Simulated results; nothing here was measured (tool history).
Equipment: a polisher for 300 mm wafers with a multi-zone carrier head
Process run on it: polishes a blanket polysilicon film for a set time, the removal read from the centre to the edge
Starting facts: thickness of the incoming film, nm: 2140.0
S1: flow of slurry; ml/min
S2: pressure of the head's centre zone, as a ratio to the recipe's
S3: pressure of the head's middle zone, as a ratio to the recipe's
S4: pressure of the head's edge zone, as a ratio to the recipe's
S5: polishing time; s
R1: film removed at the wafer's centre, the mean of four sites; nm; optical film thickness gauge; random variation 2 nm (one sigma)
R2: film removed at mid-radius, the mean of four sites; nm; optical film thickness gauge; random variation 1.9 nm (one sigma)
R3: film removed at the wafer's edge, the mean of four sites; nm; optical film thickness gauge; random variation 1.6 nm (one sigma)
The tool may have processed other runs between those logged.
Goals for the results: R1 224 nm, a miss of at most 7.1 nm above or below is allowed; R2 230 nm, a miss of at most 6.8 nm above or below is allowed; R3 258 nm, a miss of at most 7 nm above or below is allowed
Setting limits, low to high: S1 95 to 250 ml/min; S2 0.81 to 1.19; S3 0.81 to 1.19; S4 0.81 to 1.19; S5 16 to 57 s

run,day,S1,S2,S3,S4,S5,R1,R2,R3
1,0,160,1,1,1,36,298.48,279.56,304.26
2,0.229,155,0.98,0.99,0.98,36,286.6,284.09,299.11
3,0.383,155,0.98,0.99,1.05,36,286.71,283.79,308.85
4,0.521,155,0.98,0.99,1.05,42,332.6,324.87,359.83
5,0.729,150,0.97,0.97,1.03,40,314.15,308.39,335.16
6,0.967,135,0.97,0.97,1.03,40,303.55,298.9,333.85
7,1.271,130,0.96,0.95,1.01,39,290.43,285.86,317.19
8,1.438,100,0.86,0.85,0.91,34,205.73,214.94,251.27
9,1.646,100,0.86,0.85,0.91,34,205.66,214.5,253.11
10,1.862,105,0.86,0.85,0.91,34,211.06,221.11,256.35
11,2.117,110,0.86,0.85,0.91,34,213.85,223.2,256.61

Exercise: of the 4 proposed moves below, exactly one satisfies all targets within the stated allowed misses. Which move is it?
A,2.371,95,0.86,0.81,0.91,38,?,?,?
B,2.371,95,0.92,0.81,1.08,35,?,?,?
C,2.371,110,0.91,0.81,0.94,34,?,?,?
D,2.371,105,0.91,0.91,0.94,34,?,?,?

move,R1,R2,R3
A,228.69,229.01,279.52
B,225.46,210.82,276.12
C,229.3,215.21,261.84
D,225.58,227.45,258.98
A: puts the biggest miss on target and leaves a different result outside tolerance
B: puts the biggest miss on target and leaves a different result outside tolerance
C: puts the biggest miss on target and leaves a different result outside tolerance
D: all results in spec
So the answer is move D, the one that meets all the targets.

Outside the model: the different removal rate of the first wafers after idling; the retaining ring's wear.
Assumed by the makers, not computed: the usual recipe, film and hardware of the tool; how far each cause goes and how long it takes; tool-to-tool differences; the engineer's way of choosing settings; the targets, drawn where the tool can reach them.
